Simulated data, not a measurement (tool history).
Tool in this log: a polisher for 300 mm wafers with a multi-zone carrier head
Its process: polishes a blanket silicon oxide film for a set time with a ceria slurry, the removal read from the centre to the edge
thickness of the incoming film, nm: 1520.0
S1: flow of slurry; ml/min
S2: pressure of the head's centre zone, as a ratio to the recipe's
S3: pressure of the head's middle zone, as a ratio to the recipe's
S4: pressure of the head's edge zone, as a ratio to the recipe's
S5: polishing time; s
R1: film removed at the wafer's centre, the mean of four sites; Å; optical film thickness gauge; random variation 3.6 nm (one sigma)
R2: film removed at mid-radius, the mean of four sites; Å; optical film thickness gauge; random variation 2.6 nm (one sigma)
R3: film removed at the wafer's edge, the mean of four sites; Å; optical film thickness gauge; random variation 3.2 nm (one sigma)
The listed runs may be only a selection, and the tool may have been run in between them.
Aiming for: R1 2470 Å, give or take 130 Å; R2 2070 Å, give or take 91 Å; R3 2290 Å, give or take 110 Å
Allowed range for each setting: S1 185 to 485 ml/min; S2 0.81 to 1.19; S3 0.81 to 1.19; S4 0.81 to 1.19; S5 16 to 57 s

run	hour	S1	S2	S3	S4	S5	R1	R2	R3
1	0	310	1	1	1	36	1599.8	1599.2	1595.6
2	6.2	310	1.03	0.99	1.03	39	1745.6	1735.5	1696
3	8.7	315	1.04	0.94	1.03	42	1885.2	1778.8	1835.2
4	14.4	320	1.06	0.91	1.03	45	2060.1	1854.3	1989.1
5	18.1	320	1.08	0.9	1.03	47	2246	1931.9	2062.9
6	18.8	320	1.08	0.89	1.04	48	2298.7	1953.5	2149.8
7	27.1	320	1.09	0.89	1.05	48	2256	1933.8	2106.6
8	32.4	320	1.09	0.88	1.05	49	2259.8	1957.9	2198.7

Below are 4 possible settings for the next run. Only one of them brings all results inside the allowed miss of their targets. Which is it?
A	37.7	305	0.89	0.99	1.1	48	?	?	?
B	37.7	420	1.02	0.88	1.14	48	?	?	?
C	37.7	280	1.01	0.9	1.14	44	?	?	?
D	37.7	345	1.09	0.89	1.08	50	?	?	?

move	R1	R2	R3
A	1872.6	2124.1	2174.9
B	2202.5	1979.3	2266.7
C	1918.3	1779.6	2017.3
D	2403.9	2047.1	2269.2
A: the biggest miss grows against the last run
B: the biggest miss grows against the last run
C: the biggest miss grows against the last run
D: every result within its allowed miss
So the answer is move D, the one that meets all the targets.

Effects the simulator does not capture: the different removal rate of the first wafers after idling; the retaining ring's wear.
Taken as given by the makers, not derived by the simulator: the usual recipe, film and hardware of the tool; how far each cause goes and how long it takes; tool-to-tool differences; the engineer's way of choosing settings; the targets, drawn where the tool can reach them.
